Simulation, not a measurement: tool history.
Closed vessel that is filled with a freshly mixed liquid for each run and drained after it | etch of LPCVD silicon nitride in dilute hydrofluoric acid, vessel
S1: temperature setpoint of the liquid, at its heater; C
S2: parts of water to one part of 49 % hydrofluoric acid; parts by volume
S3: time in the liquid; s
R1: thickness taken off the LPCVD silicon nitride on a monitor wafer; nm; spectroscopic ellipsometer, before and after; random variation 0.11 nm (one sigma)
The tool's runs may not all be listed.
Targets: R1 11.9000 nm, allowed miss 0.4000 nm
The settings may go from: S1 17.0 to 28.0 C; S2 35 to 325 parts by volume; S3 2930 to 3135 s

run,hour,S1,S2,S3,R1
1,0.0,20.0,180,2930,6.6920
2,8.8,20.0,180,3135,7.2987
3,12.3,20.0,205,3135,6.3698
4,21.0,22.0,200,3135,7.3737
5,24.6,22.0,165,3135,8.9511
6,29.6,23.5,165,3135,9.9828
7,38.5,24.5,165,3135,10.4840
8,42.1,25.0,165,3135,10.8140
9,49.5,25.5,165,3135,10.9310

Which of these 5 next moves meets every target?
A,56.9,25.5,170,2965,?
B,56.9,28.0,170,2930,?
C,56.9,26.5,195,3000,?
D,56.9,25.0,170,3120,?
E,56.9,25.5,155,2930,?

move,R1
A,10.4070
B,12.0210
C,9.7731
D,10.6100
E,11.2750
A: further off than the last run
B: meets every target
C: further off than the last run
D: further off than the last run
E: nearer than the last run, and not there yet
Answer: B

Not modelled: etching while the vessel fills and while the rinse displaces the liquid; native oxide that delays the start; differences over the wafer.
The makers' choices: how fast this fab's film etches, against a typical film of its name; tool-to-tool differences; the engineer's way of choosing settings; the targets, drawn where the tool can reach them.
